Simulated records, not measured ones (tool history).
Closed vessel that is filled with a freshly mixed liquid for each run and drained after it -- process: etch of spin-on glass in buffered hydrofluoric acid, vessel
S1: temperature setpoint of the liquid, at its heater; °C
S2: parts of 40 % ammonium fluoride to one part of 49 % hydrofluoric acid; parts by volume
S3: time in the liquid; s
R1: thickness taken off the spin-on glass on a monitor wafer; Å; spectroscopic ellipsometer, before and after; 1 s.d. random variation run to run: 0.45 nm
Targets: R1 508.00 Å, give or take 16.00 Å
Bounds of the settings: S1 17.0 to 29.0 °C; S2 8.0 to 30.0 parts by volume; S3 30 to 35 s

Run 1, hour 0.0: S1 21.0 °C, S2 22.5 parts by volume, S3 35 s. Result: R1 430.90 Å.
Run 2, hour 2.1: S1 21.0 °C, S2 25.0 parts by volume, S3 35 s. Result: R1 406.26 Å.
Run 3, hour 8.5: S1 22.0 °C, S2 25.0 parts by volume, S3 35 s. Result: R1 422.30 Å.
Run 4, hour 17.5: S1 19.0 °C, S2 25.0 parts by volume, S3 35 s. Result: R1 350.89 Å.
Run 5, hour 18.5: S1 21.5 °C, S2 25.0 parts by volume, S3 35 s. Result: R1 412.13 Å.
Run 6, hour 22.4: S1 21.5 °C, S2 30.0 parts by volume, S3 35 s. Result: R1 361.36 Å.
Run 7, hour 25.7: S1 25.5 °C, S2 29.0 parts by volume, S3 35 s. Result: R1 459.85 Å.
Run 8, hour 30.8: S1 26.0 °C, S2 29.0 parts by volume, S3 35 s. Result: R1 479.19 Å.

Below are 4 possible settings for the next run. Only one of them brings all results inside the allowed miss of their targets. Which is it?
Run A, hour 35.9: S1 25.0 °C, S2 28.5 parts by volume, S3 35 s. Result: R1 ?.
Run B, hour 35.9: S1 27.0 °C, S2 28.5 parts by volume, S3 35 s. Result: R1 ?.
Run C, hour 35.9: S1 28.5 °C, S2 30.0 parts by volume, S3 30 s. Result: R1 ?.
Run D, hour 35.9: S1 25.5 °C, S2 29.5 parts by volume, S3 35 s. Result: R1 ?.

move      R1
   A  461.30
   B  514.29
   C  461.45
   D  462.98
A: misses by more than the last run did
B: in spec on every target
C: misses by more than the last run did
D: misses by more than the last run did
The right move is B.

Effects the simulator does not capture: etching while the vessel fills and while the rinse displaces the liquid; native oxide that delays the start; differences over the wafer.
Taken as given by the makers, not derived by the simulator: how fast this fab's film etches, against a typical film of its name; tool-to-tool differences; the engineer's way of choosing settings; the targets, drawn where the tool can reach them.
